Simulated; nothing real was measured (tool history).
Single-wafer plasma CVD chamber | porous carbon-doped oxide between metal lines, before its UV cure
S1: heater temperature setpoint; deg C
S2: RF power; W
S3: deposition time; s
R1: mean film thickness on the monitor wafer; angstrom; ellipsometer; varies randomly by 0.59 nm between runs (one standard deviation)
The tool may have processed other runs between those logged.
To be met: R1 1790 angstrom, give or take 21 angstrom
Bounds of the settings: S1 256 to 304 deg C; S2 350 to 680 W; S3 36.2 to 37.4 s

run,hour,S1,S2,S3,R1
1,0,280,515,36.2,2340.5
2,7.8,284,515,36.2,2263
3,16.2,284,515,36.2,2281.2
4,18.4,284,575,36.2,2424.4
5,21.9,289,540,36.2,2277.2
6,25.7,297,540,36.2,2178
7,26.2,299,505,36.2,2067.5
8,29.6,300,480,36.2,1995
9,30.9,301,460,36.2,1935.6
10,36.6,302,450,36.2,1904.5
11,42.8,302,440,36.2,1889.8
12,47.6,302,440,36.2,1883.4
13,50.8,302,430,36.2,1856.1
14,56.5,302,425,36.2,1837.4
15,62.3,302,420,36.2,1825

Next run, 5 choices. One meets every target within its allowed miss, the rest don't. Which?
A,68.1,303,405,37.1,?
B,68.1,303,435,36.2,?
C,68.1,299,425,36.2,?
D,68.1,304,395,37.2,?
E,68.1,304,430,36.4,?

move,R1
A,1826.6
B,1866
C,1878.5
D,1793.5
E,1852.5
A: as far off as the last run
B: lands further from the targets than the last run did
C: lands further from the targets than the last run did
D: each result inside its tolerance
E: lands further from the targets than the last run did
The move that meets every target is D.

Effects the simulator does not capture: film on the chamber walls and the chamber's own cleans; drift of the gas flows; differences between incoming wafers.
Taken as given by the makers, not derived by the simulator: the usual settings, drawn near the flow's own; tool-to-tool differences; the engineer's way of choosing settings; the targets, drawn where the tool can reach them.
